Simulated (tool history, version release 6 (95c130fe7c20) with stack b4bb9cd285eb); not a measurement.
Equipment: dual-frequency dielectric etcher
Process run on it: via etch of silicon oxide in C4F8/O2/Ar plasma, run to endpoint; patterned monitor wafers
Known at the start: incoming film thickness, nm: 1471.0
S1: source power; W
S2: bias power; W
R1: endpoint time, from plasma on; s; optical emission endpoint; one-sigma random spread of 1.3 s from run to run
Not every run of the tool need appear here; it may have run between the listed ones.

run    day    S1    S2      R1
  1      0  1870  2791  263.51
  2  0.117  2180  2791  252.04
  3  0.292  2180  2548   261.2
  4  0.383  2180  2254  274.07
  5  0.679  2000  2217  281.84
  6  1.046  1860  2184  293.03

Expected results for the next run?
  7  1.129  1800  2174   ?

R1: 291.58 s
